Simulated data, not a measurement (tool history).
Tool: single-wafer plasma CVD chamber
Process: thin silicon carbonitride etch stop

run	hour	RF power (W)	deposition time (s)	mean film thickness on the monitor wafer (angstrom)
1	0.0	265	12.4	75.434
2	3.3	265	11.2	67.752
3	8.4	275	11.5	70.336
4	9.9	275	12.6	76.846
5	15.7	275	13.5	82.953
6	20.9	280	13.5	82.817
7	23.9	285	13.5	82.907

The next listed run, before its measurement:
8	28.1	285	13.6	?

mean film thickness on the monitor wafer (angstrom): 83.791
